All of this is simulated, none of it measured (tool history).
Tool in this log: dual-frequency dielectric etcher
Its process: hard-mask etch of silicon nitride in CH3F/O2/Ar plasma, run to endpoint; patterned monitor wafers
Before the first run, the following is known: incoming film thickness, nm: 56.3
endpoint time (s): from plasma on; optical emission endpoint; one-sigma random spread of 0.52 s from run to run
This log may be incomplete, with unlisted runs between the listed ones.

run,day,source power (kW),bias power (kW),endpoint time (s)
1,0.000,0.380,0.060,103.780
2,0.262,0.440,0.060,96.944
3,0.571,0.410,0.060,99.989
4,0.729,0.440,0.060,97.255
5,0.979,0.440,0.053,101.740
6,1.346,0.500,0.053,95.813
7,1.475,0.440,0.052,101.810

Run 8 is up next; what results do you expect?
8,1.558,0.400,0.051,?

Run 8 measured endpoint time (s) 107.490.
